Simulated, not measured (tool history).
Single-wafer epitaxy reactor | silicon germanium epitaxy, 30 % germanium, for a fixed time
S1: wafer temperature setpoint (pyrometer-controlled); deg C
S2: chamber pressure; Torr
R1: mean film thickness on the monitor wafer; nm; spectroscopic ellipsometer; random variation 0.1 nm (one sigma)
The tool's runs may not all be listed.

{"run": 1, "hour": 0.0, "S1": 580, "S2": 17.9, "R1": 39.425}
{"run": 2, "hour": 2.1, "S1": 582, "S2": 17.9, "R1": 41.144}
{"run": 3, "hour": 4.2, "S1": 582, "S2": 20.6, "R1": 43.737}
{"run": 4, "hour": 12.2, "S1": 583, "S2": 20.6, "R1": 44.626}
{"run": 5, "hour": 17.9, "S1": 584, "S2": 20.6, "R1": 45.812}
{"run": 6, "hour": 24.9, "S1": 578, "S2": 20.6, "R1": 40.155}
{"run": 7, "hour": 26.0, "S1": 587, "S2": 20.6, "R1": 48.644}

Forecast run 8:
{"run": 8, "hour": 34.9, "S1": 586, "S2": 20.6, "R1": "?"}

{"run 8": {"R1": 47.672}}
